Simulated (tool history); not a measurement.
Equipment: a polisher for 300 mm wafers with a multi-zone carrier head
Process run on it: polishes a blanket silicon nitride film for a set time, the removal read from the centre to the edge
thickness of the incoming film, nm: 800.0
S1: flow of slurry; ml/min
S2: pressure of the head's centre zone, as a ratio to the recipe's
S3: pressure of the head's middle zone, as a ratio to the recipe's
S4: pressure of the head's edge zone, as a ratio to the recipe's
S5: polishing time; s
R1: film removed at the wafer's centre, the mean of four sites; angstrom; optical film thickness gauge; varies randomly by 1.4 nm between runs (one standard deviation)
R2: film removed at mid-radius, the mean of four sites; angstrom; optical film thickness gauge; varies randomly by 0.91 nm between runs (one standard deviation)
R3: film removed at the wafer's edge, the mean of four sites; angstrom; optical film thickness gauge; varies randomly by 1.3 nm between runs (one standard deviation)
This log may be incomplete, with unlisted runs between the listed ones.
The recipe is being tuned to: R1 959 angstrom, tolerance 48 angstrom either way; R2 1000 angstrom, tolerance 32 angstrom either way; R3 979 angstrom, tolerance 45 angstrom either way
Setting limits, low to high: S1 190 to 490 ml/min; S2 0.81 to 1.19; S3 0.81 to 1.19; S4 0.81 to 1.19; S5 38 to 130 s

run,hour,S1,S2,S3,S4,S5,R1,R2,R3
1,0,315,1,1,1,84,1303.5,1295.7,1241.8
2,2,315,0.98,0.98,0.98,81,1217.3,1240.3,1214.9
3,4.5,315,0.98,0.98,0.97,77,1191.1,1164.2,1129.4
4,12.8,315,0.9,0.98,0.97,77,1091.2,1159.5,1151.7
5,17,315,0.9,0.98,0.96,75,1052.1,1137.9,1074.8
6,23.9,315,0.89,0.96,0.95,74,1053.7,1093.5,1094.9
7,25.5,315,0.88,0.96,0.94,73,1031.8,1085.3,1053.8
8,28.1,315,0.87,0.95,0.93,72,1022.5,1091,1006
9,36.2,310,0.86,0.94,0.93,71,980.85,1044.3,1014.1
10,43,305,0.86,0.93,0.93,71,980.71,1024.2,1044.2
11,46.1,305,0.86,0.93,0.92,71,963.44,1053.8,1004.1
12,54.5,310,0.86,0.92,0.92,71,991.43,1047.4,1008.6

Of the 5 settings listed for the next run, only one would bring every result within its allowed miss of target. Which one?
A,62.9,300,0.87,0.94,0.91,68,?,?,?
B,62.9,280,0.81,0.91,1.07,69,?,?,?
C,62.9,445,0.92,0.97,0.81,70,?,?,?
D,62.9,355,0.88,0.98,0.84,74,?,?,?
E,62.9,280,0.85,0.99,0.9,72,?,?,?

move,R1,R2,R3
A,933.5,1010.3,959.06
B,895.99,997.53,1041.6
C,1035.6,1096.6,964.14
D,1042.3,1146.7,1020.9
E,965.38,1096.5,1004.3
A: all results in spec
B: the worst result of the last run now meets its target, but another is out of spec
C: its largest miss is bigger than the last run's
D: its largest miss is bigger than the last run's
E: its largest miss is bigger than the last run's
Correct choice: A, which meets every target
